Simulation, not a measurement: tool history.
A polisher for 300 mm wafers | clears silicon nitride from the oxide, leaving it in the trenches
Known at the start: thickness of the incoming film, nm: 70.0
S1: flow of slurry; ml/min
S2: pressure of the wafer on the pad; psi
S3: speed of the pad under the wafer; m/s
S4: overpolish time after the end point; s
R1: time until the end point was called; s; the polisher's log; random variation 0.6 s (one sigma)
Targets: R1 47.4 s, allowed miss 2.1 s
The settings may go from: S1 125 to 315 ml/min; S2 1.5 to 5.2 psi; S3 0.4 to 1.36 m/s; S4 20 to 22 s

| run | hour | S1 | S2 | S3 | S4 | R1 |
|---|---|---|---|---|---|---|
| 1 | 0 | 205 | 3.3 | 0.88 | 20 | 65.937 |
| 2 | 8.2 | 205 | 3.5 | 0.88 | 20 | 61.929 |
| 3 | 8.9 | 205 | 3.5 | 0.78 | 20 | 69.188 |
| 4 | 15.9 | 205 | 3.7 | 0.78 | 20 | 66.997 |
| 5 | 17.5 | 205 | 3.9 | 0.78 | 20 | 64.867 |
| 6 | 25.2 | 205 | 3.9 | 0.68 | 20 | 72.826 |
| 7 | 32.2 | 205 | 4.1 | 0.7 | 20 | 67.324 |
| 8 | 38.9 | 205 | 4.3 | 0.72 | 20 | 61.927 |
| 9 | 43.9 | 205 | 4.5 | 0.72 | 20 | 61.181 |
| 10 | 44.8 | 205 | 4.6 | 0.74 | 20 | 58.243 |
| 11 | 47.3 | 205 | 4.7 | 0.76 | 20 | 55.71 |
| 12 | 55.2 | 205 | 4.8 | 0.76 | 20 | 55.377 |
| 13 | 58.8 | 205 | 4.9 | 0.78 | 20 | 52.844 |
| 14 | 61.7 | 205 | 5 | 0.78 | 20 | 51.851 |

4 next moves are on the table. One of them brings every result within its allowed miss. Which?
| A | 64.6 | 225 | 4.9 | 0.76 | 20 | ? |
| B | 64.6 | 210 | 5 | 0.86 | 22 | ? |
| C | 64.6 | 275 | 4.9 | 0.74 | 20 | ? |
| D | 64.6 | 165 | 5.2 | 0.76 | 20 | ? |

| move | R1 |
|---|---|
| A | 51.915 |
| B | 46.356 |
| C | 51.984 |
| D | 51.266 |
A: as far off as the last run
B: meets every target
C: as far off as the last run
D: nearer than the last run, and not there yet
Answer: B

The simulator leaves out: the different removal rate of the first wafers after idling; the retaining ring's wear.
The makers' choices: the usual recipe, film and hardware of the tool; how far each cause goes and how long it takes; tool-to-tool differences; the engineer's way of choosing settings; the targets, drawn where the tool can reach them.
